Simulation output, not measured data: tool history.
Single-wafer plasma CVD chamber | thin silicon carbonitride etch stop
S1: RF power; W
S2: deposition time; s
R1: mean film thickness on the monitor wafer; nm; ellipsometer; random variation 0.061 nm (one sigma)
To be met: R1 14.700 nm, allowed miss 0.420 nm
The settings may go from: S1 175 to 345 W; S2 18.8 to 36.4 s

{"run": 1, "hour": 0.0, "S1": 260, "S2": 27.6, "R1": 17.89}
{"run": 2, "hour": 6.7, "S1": 250, "S2": 26.6, "R1": 17.156}
{"run": 3, "hour": 15.6, "S1": 275, "S2": 26.6, "R1": 17.735}
{"run": 4, "hour": 18.4, "S1": 260, "S2": 26.6, "R1": 17.511}
{"run": 5, "hour": 20.6, "S1": 260, "S2": 30.0, "R1": 19.734}
{"run": 6, "hour": 25.0, "S1": 260, "S2": 32.8, "R1": 21.473}
{"run": 7, "hour": 26.5, "S1": 250, "S2": 30.6, "R1": 19.62}
{"run": 8, "hour": 34.2, "S1": 240, "S2": 29.2, "R1": 18.539}
{"run": 9, "hour": 36.9, "S1": 230, "S2": 28.0, "R1": 17.401}
{"run": 10, "hour": 38.0, "S1": 190, "S2": 24.1, "R1": 13.688}
{"run": 11, "hour": 46.3, "S1": 195, "S2": 24.2, "R1": 14.033}

Which of these 5 next moves meets every target?
{"run": "A", "hour": 54.6, "S1": 205, "S2": 22.8, "R1": "?"}
{"run": "B", "hour": 54.6, "S1": 195, "S2": 23.8, "R1": "?"}
{"run": "C", "hour": 54.6, "S1": 235, "S2": 21.7, "R1": "?"}
{"run": "D", "hour": 54.6, "S1": 240, "S2": 21.2, "R1": "?"}
{"run": "E", "hour": 54.6, "S1": 190, "S2": 25.8, "R1": "?"}

move=A R1=13.517
move=B R1=13.805
move=C R1=13.624
move=D R1=13.425
move=E R1=14.793
A: further off than the last run
B: further off than the last run
C: further off than the last run
D: further off than the last run
E: meets every target
Answer: E

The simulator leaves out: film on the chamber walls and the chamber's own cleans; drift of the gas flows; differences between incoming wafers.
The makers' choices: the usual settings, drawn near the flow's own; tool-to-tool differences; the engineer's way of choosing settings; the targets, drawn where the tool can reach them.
